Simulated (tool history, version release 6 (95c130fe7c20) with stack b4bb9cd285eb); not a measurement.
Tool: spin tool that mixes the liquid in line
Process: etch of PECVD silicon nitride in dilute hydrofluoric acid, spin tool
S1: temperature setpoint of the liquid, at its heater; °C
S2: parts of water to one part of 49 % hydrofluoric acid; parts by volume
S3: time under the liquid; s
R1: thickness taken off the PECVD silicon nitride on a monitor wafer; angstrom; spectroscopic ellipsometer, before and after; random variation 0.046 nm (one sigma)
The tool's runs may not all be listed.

run  hour    S1   S2   S3       R1
  1   0.0  23.0  150  285  103.110
  2   7.5  22.0  150  285   96.175
  3  13.7  22.0  150  305  102.870
  4  21.4  22.0  110  305  138.610
  5  30.4  22.0  140  305  109.370
  6  34.9  24.5  140  305  128.640
  7  36.4  22.5  140  305  114.330

Run 8 comes next. What will it give?
  8  41.8  21.0  140  305   ?

R1: 101.570 angstrom
